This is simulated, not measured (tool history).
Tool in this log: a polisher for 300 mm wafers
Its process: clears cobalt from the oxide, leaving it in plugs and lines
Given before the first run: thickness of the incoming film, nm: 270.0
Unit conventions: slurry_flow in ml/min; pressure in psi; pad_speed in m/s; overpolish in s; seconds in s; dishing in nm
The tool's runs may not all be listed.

| run | hour | slurry_flow | pressure | pad_speed | overpolish | seconds | dishing |
|---|---|---|---|---|---|---|---|
| 1 | 0.0 | 245 | 1.6 | 0.96 | 25 | 66.867 | 57.751 |
| 2 | 2.2 | 240 | 1.6 | 0.96 | 21 | 66.127 | 54.588 |
| 3 | 3.4 | 215 | 1.6 | 0.96 | 21 | 65.551 | 53.371 |
| 4 | 10.4 | 215 | 1.2 | 0.96 | 21 | 87.511 | 44.332 |
| 5 | 19.4 | 200 | 1.1 | 1.08 | 18 | 88.531 | 41.477 |
| 6 | 23.9 | 200 | 1.1 | 1.26 | 18 | 77.649 | 45.537 |
| 7 | 28.1 | 190 | 1.2 | 1.20 | 16 | 72.690 | 43.333 |
| 8 | 34.4 | 180 | 1.3 | 1.16 | 14 | 69.422 | 39.144 |

What does the tool deliver on the next run?
| 9 | 42.8 | 145 | 1.8 | 0.88 | 8 | ? | ? |

Run 9 came out at seconds 71.742 s, dishing 25.090 nm.

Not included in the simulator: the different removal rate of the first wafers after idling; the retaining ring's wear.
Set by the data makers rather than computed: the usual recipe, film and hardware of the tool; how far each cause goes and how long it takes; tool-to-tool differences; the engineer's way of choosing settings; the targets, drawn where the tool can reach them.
